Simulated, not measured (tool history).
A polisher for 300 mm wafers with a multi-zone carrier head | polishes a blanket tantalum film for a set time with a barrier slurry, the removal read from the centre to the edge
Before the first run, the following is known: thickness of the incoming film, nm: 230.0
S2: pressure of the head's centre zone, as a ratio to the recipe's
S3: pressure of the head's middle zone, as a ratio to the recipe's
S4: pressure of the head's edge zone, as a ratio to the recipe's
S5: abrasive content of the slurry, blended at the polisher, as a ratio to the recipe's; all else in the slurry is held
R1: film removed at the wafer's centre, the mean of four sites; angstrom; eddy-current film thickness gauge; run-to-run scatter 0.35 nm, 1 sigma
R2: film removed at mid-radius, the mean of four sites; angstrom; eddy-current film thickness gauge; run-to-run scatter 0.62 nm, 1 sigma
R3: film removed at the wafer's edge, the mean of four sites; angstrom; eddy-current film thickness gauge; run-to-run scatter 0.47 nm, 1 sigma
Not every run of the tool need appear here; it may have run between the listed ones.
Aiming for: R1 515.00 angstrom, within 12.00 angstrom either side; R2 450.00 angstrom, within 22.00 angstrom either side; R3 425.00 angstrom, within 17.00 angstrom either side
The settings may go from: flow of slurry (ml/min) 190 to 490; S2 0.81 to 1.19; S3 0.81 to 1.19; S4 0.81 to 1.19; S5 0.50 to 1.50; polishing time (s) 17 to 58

Run 1, day 0.000: flow of slurry (ml/min) 315, S2 1.00, S3 1.00, S4 1.00, S5 1.00, polishing time (s) 37. Result: R1 686.94 angstrom, R2 648.75 angstrom, R3 671.12 angstrom.
Run 2, day 0.275: flow of slurry (ml/min) 325, S2 1.02, S3 1.00, S4 0.96, S5 0.85, polishing time (s) 35. Result: R1 616.17 angstrom, R2 593.83 angstrom, R3 571.55 angstrom.
Run 3, day 0.346: flow of slurry (ml/min) 325, S2 1.02, S3 1.00, S4 0.96, S5 0.95, polishing time (s) 35. Result: R1 648.77 angstrom, R2 606.39 angstrom, R3 593.21 angstrom.
Run 4, day 0.454: flow of slurry (ml/min) 335, S2 1.03, S3 0.97, S4 0.93, S5 0.85, polishing time (s) 34. Result: R1 617.46 angstrom, R2 551.97 angstrom, R3 551.10 angstrom.
Run 5, day 0.658: flow of slurry (ml/min) 335, S2 1.03, S3 0.97, S4 0.93, S5 0.85, polishing time (s) 30. Result: R1 542.42 angstrom, R2 490.23 angstrom, R3 487.87 angstrom.
Run 6, day 0.988: flow of slurry (ml/min) 335, S2 1.03, S3 0.97, S4 0.93, S5 0.85, polishing time (s) 39. Result: R1 699.80 angstrom, R2 637.03 angstrom, R3 632.05 angstrom.
Run 7, day 1.096: flow of slurry (ml/min) 345, S2 1.04, S3 0.96, S4 0.91, S5 0.75, polishing time (s) 37. Result: R1 626.85 angstrom, R2 561.97 angstrom, R3 541.78 angstrom.
Run 8, day 1.317: flow of slurry (ml/min) 350, S2 1.04, S3 0.94, S4 0.89, S5 0.70, polishing time (s) 37. Result: R1 583.44 angstrom, R2 512.37 angstrom, R3 512.73 angstrom.
Run 9, day 1.621: flow of slurry (ml/min) 355, S2 1.05, S3 0.94, S4 0.87, S5 0.65, polishing time (s) 37. Result: R1 559.75 angstrom, R2 482.83 angstrom, R3 483.54 angstrom.
Run 10, day 1.992: flow of slurry (ml/min) 355, S2 1.06, S3 0.95, S4 0.86, S5 0.60, polishing time (s) 37. Result: R1 516.36 angstrom, R2 458.10 angstrom, R3 433.39 angstrom.
Run 11, day 2.092: flow of slurry (ml/min) 350, S2 1.07, S3 0.95, S4 0.86, S5 0.60, polishing time (s) 37. Result: R1 524.07 angstrom, R2 458.00 angstrom, R3 446.86 angstrom.
Run 12, day 2.208: flow of slurry (ml/min) 350, S2 1.08, S3 0.96, S4 0.86, S5 0.60, polishing time (s) 37. Result: R1 528.74 angstrom, R2 462.36 angstrom, R3 445.92 angstrom.
Run 13, day 2.471: flow of slurry (ml/min) 345, S2 1.09, S3 0.96, S4 0.85, S5 0.60, polishing time (s) 37. Result: R1 530.56 angstrom, R2 455.99 angstrom, R3 435.43 angstrom.
Run 14, day 2.738: flow of slurry (ml/min) 340, S2 1.09, S3 0.96, S4 0.85, S5 0.60, polishing time (s) 37. Result: R1 536.01 angstrom, R2 455.34 angstrom, R3 438.57 angstrom.
Run 15, day 2.933: flow of slurry (ml/min) 340, S2 1.08, S3 0.96, S4 0.84, S5 0.60, polishing time (s) 37. Result: R1 526.94 angstrom, R2 447.06 angstrom, R3 430.52 angstrom.

Exactly one of the 4 candidate moves below puts every result within its allowed miss. Which one?
Run A, day 3.129: flow of slurry (ml/min) 305, S2 1.09, S3 0.91, S4 0.84, S5 0.65, polishing time (s) 35. Result: R1 ?, R2 ?, R3 ?.
Run B, day 3.129: flow of slurry (ml/min) 350, S2 1.07, S3 0.97, S4 0.81, S5 0.60, polishing time (s) 36. Result: R1 ?, R2 ?, R3 ?.
Run C, day 3.129: flow of slurry (ml/min) 295, S2 1.12, S3 0.88, S4 0.81, S5 0.75, polishing time (s) 31. Result: R1 ?, R2 ?, R3 ?.
Run D, day 3.129: flow of slurry (ml/min) 395, S2 1.17, S3 1.03, S4 0.82, S5 0.55, polishing time (s) 39. Result: R1 ?, R2 ?, R3 ?.

move      R1      R2      R3
   A  540.83  452.44  451.77
   B  510.59  457.11  426.22
   C  550.66  436.77  442.32
   D  548.90  470.46  418.80
A: further off than the last run
B: all results land within tolerance of their targets
C: further off than the last run
D: further off than the last run
Correct choice: B, which meets every target
